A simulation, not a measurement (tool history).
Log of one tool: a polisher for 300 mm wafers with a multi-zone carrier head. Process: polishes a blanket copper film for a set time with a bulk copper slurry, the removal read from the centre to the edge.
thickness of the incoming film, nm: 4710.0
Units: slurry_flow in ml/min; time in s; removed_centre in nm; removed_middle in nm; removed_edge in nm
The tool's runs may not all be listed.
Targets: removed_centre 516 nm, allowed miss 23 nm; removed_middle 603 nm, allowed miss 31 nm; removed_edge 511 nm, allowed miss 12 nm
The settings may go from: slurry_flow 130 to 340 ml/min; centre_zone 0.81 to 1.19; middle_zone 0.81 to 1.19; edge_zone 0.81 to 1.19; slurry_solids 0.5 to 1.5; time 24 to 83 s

run	hour	slurry_flow	centre_zone	middle_zone	edge_zone	slurry_solids	time	removed_centre	removed_middle	removed_edge
1	0	220	1	1	1	1	53	479.04	459.78	474.46
2	1.6	220	1.05	1	1	1	53	503.12	465.69	470.01
3	3.1	220	1.05	1	1	1	46	434.12	397.09	407.91
4	6.1	220	1.05	1	1	1	39	356.55	336.49	347.9
5	11.7	235	1.03	1.05	1	1.15	42	402.6	407.39	394.34
6	16.6	235	1.03	1.05	1	1.35	42	424.26	414.49	413.37
7	24.1	255	1.02	1.09	1	1.4	43	436.81	446.17	426.06
8	32.1	265	1.01	1.12	0.99	1.45	45	452.28	481.05	453.38
9	34	295	0.99	1.19	0.89	1.5	54	553.83	611.32	521.94
10	40.7	290	0.98	1.19	0.88	1.5	54	555.15	638.01	520.36

5 next moves are on the table. One of them brings every result within its allowed miss. Which?
A	47.4	315	0.84	1.08	0.88	1.45	56	?	?	?
B	47.4	280	1.06	1.16	0.89	1.5	55	?	?	?
C	47.4	310	1.11	1.16	0.89	1.45	53	?	?	?
D	47.4	340	1.16	1.13	0.88	1.45	51	?	?	?
E	47.4	225	0.93	1.17	0.86	1.5	55	?	?	?

move	removed_centre	removed_middle	removed_edge
A	508.28	602.02	534.2
B	608.23	625.78	527.46
C	610.76	602.83	507.11
D	616.1	571.94	488.58
E	529.86	616.66	510.62
A: brings the result that was furthest off to its target, and leaves another outside
B: further off than the last run
C: further off than the last run
D: further off than the last run
E: meets every target
Move E is the one to make.

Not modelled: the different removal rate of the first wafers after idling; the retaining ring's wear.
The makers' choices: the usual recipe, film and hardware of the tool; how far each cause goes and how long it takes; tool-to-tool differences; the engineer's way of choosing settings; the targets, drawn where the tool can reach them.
